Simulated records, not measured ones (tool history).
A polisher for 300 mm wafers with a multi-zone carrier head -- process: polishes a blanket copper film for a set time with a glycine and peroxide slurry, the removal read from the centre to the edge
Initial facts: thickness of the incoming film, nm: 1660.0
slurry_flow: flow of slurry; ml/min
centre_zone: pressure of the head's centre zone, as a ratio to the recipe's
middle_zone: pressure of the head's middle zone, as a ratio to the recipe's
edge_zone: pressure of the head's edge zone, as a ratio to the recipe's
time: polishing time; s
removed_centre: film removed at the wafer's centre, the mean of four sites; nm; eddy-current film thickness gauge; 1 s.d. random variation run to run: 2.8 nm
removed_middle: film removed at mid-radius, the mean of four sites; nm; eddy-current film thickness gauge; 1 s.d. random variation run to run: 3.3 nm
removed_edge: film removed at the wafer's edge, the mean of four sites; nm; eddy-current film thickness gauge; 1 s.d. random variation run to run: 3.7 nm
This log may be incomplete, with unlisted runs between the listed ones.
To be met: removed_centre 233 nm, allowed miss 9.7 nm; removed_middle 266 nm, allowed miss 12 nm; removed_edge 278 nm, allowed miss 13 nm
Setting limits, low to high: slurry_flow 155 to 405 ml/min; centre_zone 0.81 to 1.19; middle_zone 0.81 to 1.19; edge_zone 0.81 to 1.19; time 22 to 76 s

run    day  slurry_flow  centre_zone  middle_zone  edge_zone  time  removed_centre  removed_middle  removed_edge
  1      0          260            1            1          1    49           185.9          182.13        187.26
  2  0.346          260         1.05            1          1    49          189.77          185.42        193.12
  3  0.467          235         1.05         1.03       1.04    52          199.66          196.33         207.6
  4  0.638          230         1.03         1.06       1.07    55           209.3          214.67         218.3
  5  0.925          230         1.03         1.06       1.07    60          228.85          233.85        235.94
  6  1.292          230         1.03         1.06       1.07    66          249.18           255.5        261.73
  7  1.362          220            1         1.06       1.09    67           242.8           250.5        264.62
  8  1.571          215         0.98         1.08       1.11    68          246.43          264.08        269.94
  9  1.712          210         0.96         1.08       1.12    69          245.26          267.51        279.37
 10  1.958          205         0.95         1.08       1.12    69          244.16          264.73        275.06

Consider the 4 candidate settings below. Which is the only one whose results all fall within their allowed miss of target?
  A  2.204          215         0.81         1.13       1.19    67               ?               ?             ?
  B  2.204          175         1.03         1.02       1.16    70               ?               ?             ?
  C  2.204          175         0.84         1.01       1.19    74               ?               ?             ?
  D  2.204          305         0.89         1.06       1.15    67               ?               ?             ?

move  removed_centre  removed_middle  removed_edge
   A          216.23          271.68        275.98
   B          263.53          258.39        281.06
   C           239.5          271.47        300.69
   D          239.28          267.39        278.11
A: takes the biggest miss from the last run beyond its target
B: lands further from the targets than the last run did
C: corrects the largest miss of the last run, while another result sits out of spec
D: all results land within tolerance of their targets
Go with D: it meets all targets.

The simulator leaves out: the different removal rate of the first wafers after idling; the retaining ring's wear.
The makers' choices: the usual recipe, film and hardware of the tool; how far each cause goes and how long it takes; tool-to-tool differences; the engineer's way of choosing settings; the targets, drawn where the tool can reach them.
